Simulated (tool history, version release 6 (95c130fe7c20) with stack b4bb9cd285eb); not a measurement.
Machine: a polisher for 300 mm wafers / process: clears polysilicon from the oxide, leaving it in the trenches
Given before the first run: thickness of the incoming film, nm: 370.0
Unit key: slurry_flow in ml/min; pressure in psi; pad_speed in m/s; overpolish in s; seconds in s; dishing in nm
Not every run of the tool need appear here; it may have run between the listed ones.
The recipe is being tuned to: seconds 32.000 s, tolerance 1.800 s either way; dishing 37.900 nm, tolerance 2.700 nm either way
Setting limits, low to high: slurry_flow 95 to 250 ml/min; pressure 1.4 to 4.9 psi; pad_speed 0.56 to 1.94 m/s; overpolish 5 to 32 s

{"run": 1, "hour": 0.0, "slurry_flow": 160, "pressure": 3.1, "pad_speed": 1.24, "overpolish": 16, "seconds": 19.023, "dishing": 44.164}
{"run": 2, "hour": 4.7, "slurry_flow": 160, "pressure": 2.4, "pad_speed": 1.24, "overpolish": 16, "seconds": 23.098, "dishing": 44.603}
{"run": 3, "hour": 12.3, "slurry_flow": 160, "pressure": 2.3, "pad_speed": 1.18, "overpolish": 14, "seconds": 25.542, "dishing": 44.886}
{"run": 4, "hour": 15.3, "slurry_flow": 160, "pressure": 2.3, "pad_speed": 1.34, "overpolish": 14, "seconds": 22.822, "dishing": 45.378}
{"run": 5, "hour": 23.4, "slurry_flow": 175, "pressure": 2.3, "pad_speed": 1.34, "overpolish": 14, "seconds": 23.14, "dishing": 43.698}
{"run": 6, "hour": 25.6, "slurry_flow": 175, "pressure": 2.3, "pad_speed": 1.6, "overpolish": 14, "seconds": 18.425, "dishing": 42.444}
{"run": 7, "hour": 28.4, "slurry_flow": 190, "pressure": 2.1, "pad_speed": 1.54, "overpolish": 14, "seconds": 21.553, "dishing": 42.325}
{"run": 8, "hour": 35.3, "slurry_flow": 200, "pressure": 2.0, "pad_speed": 1.52, "overpolish": 15, "seconds": 22.765, "dishing": 44.217}
{"run": 9, "hour": 36.4, "slurry_flow": 180, "pressure": 1.9, "pad_speed": 1.46, "overpolish": 13, "seconds": 24.921, "dishing": 44.06}
{"run": 10, "hour": 39.6, "slurry_flow": 195, "pressure": 1.8, "pad_speed": 1.48, "overpolish": 11, "seconds": 25.657, "dishing": 43.796}
{"run": 11, "hour": 40.8, "slurry_flow": 195, "pressure": 1.8, "pad_speed": 1.48, "overpolish": 11, "seconds": 26.022, "dishing": 43.099}
{"run": 12, "hour": 43.3, "slurry_flow": 205, "pressure": 1.7, "pad_speed": 1.5, "overpolish": 10, "seconds": 26.913, "dishing": 43.08}
{"run": 13, "hour": 49.6, "slurry_flow": 215, "pressure": 1.6, "pad_speed": 1.5, "overpolish": 9, "seconds": 27.332, "dishing": 42.744}
{"run": 14, "hour": 53.4, "slurry_flow": 220, "pressure": 1.6, "pad_speed": 1.48, "overpolish": 8, "seconds": 27.594, "dishing": 40.713}
{"run": 15, "hour": 57.2, "slurry_flow": 250, "pressure": 1.4, "pad_speed": 1.3, "overpolish": 5, "seconds": 35.27, "dishing": 30.254}
{"run": 16, "hour": 59.9, "slurry_flow": 240, "pressure": 1.4, "pad_speed": 1.32, "overpolish": 5, "seconds": 35.054, "dishing": 31.334}
{"run": 17, "hour": 64.5, "slurry_flow": 230, "pressure": 1.4, "pad_speed": 1.34, "overpolish": 5, "seconds": 36.376, "dishing": 31.216}
{"run": 18, "hour": 67.6, "slurry_flow": 230, "pressure": 1.4, "pad_speed": 1.34, "overpolish": 5, "seconds": 35.518, "dishing": 32.449}
{"run": 19, "hour": 68.6, "slurry_flow": 225, "pressure": 1.4, "pad_speed": 1.36, "overpolish": 5, "seconds": 34.852, "dishing": 30.782}
{"run": 20, "hour": 70.1, "slurry_flow": 225, "pressure": 1.4, "pad_speed": 1.36, "overpolish": 6, "seconds": 34.816, "dishing": 34.173}
{"run": 21, "hour": 72.8, "slurry_flow": 220, "pressure": 1.4, "pad_speed": 1.38, "overpolish": 6, "seconds": 33.875, "dishing": 33.883}

Consider the 5 candidate settings below. Which is the only one whose results all fall within their allowed miss of target?
{"run": "A", "hour": 75.5, "slurry_flow": 240, "pressure": 1.6, "pad_speed": 1.54, "overpolish": 23, "seconds": "?", "dishing": "?"}
{"run": "B", "hour": 75.5, "slurry_flow": 220, "pressure": 1.4, "pad_speed": 1.5, "overpolish": 7, "seconds": "?", "dishing": "?"}
{"run": "C", "hour": 75.5, "slurry_flow": 225, "pressure": 1.4, "pad_speed": 1.6, "overpolish": 7, "seconds": "?", "dishing": "?"}
{"run": "D", "hour": 75.5, "slurry_flow": 220, "pressure": 1.7, "pad_speed": 1.12, "overpolish": 8, "seconds": "?", "dishing": "?"}
{"run": "E", "hour": 75.5, "slurry_flow": 205, "pressure": 1.4, "pad_speed": 1.34, "overpolish": 13, "seconds": "?", "dishing": "?"}

move=A seconds=26.333 dishing=43.822
move=B seconds=30.932 dishing=37.372
move=C seconds=28.968 dishing=38.159
move=D seconds=34.217 dishing=37.769
move=E seconds=34.817 dishing=41.980
A: takes the biggest miss from the last run beyond its target
B: hits every target within its allowed miss
C: gets the furthest-off result to its target, but another result is out of tolerance
D: gets the furthest-off result to its target, but another result is out of tolerance
E: takes the biggest miss from the last run beyond its target
Answer: B

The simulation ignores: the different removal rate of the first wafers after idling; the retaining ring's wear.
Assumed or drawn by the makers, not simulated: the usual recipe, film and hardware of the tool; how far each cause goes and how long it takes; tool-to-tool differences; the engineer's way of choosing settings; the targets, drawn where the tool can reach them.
